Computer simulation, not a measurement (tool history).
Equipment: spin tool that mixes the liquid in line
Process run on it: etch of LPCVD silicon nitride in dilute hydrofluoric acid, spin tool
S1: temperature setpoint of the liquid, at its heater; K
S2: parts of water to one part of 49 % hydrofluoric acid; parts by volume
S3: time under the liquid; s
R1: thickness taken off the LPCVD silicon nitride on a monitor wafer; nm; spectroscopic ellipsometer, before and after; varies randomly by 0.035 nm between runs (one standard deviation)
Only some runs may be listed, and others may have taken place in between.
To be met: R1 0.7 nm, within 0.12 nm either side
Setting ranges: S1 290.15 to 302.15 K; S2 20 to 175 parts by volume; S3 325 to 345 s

{"run": 1, "hour": 0.0, "S1": 294.15, "S2": 95, "S3": 325, "R1": 1.3014}
{"run": 2, "hour": 8.6, "S1": 293.65, "S2": 100, "S3": 325, "R1": 1.1406}
{"run": 3, "hour": 14.3, "S1": 293.65, "S2": 100, "S3": 345, "R1": 1.1367}
{"run": 4, "hour": 21.1, "S1": 293.65, "S2": 100, "S3": 325, "R1": 1.1502}
{"run": 5, "hour": 24.1, "S1": 293.15, "S2": 105, "S3": 325, "R1": 1.0827}
{"run": 6, "hour": 32.5, "S1": 293.15, "S2": 80, "S3": 325, "R1": 1.3369}
{"run": 7, "hour": 33.7, "S1": 292.65, "S2": 85, "S3": 325, "R1": 1.3782}
{"run": 8, "hour": 40.3, "S1": 292.65, "S2": 90, "S3": 325, "R1": 1.3105}
{"run": 9, "hour": 45.0, "S1": 292.65, "S2": 95, "S3": 325, "R1": 1.0446}
{"run": 10, "hour": 48.7, "S1": 291.65, "S2": 100, "S3": 325, "R1": 0.97299}
{"run": 11, "hour": 50.5, "S1": 291.15, "S2": 110, "S3": 325, "R1": 0.84801}

Which of these 5 next moves meets every target?
{"run": "A", "hour": 52.3, "S1": 291.65, "S2": 100, "S3": 345, "R1": "?"}
{"run": "B", "hour": 52.3, "S1": 294.15, "S2": 160, "S3": 325, "R1": "?"}
{"run": "C", "hour": 52.3, "S1": 292.65, "S2": 125, "S3": 345, "R1": "?"}
{"run": "D", "hour": 52.3, "S1": 290.15, "S2": 100, "S3": 345, "R1": "?"}
{"run": "E", "hour": 52.3, "S1": 290.15, "S2": 175, "S3": 325, "R1": "?"}

move=A R1=1.0118
move=B R1=0.71372
move=C R1=0.87194
move=D R1=0.91186
move=E R1=0.50056
A: moves away from the targets compared with the last run
B: hits every target within its allowed miss
C: moves away from the targets compared with the last run
D: moves away from the targets compared with the last run
E: the result that was furthest off in the last run now lies on the other side of its target
The right move is B.

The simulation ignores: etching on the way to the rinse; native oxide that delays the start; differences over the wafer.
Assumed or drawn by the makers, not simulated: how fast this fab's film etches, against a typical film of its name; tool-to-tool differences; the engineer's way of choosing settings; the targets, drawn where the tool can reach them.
